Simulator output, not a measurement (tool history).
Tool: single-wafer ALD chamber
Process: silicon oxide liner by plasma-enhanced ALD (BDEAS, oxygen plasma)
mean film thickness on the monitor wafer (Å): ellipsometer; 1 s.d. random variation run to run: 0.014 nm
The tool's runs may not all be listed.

run,hour,heater temperature setpoint (°C),number of ALD cycles (cycles),mean film thickness on the monitor wafer (Å)
1,0.0,325,38,33.416
2,0.7,332,38,33.083
3,6.9,323,38,33.283
4,7.5,319,38,33.545
5,15.9,319,36,31.751
6,24.1,319,40,35.474
7,26.6,319,40,35.209
8,28.2,319,40,35.277

Estimate the outcome of run 9 from the log above:
9,30.6,319,38,?

{"run 9": {"mean film thickness on the monitor wafer (Å)": 33.587}}

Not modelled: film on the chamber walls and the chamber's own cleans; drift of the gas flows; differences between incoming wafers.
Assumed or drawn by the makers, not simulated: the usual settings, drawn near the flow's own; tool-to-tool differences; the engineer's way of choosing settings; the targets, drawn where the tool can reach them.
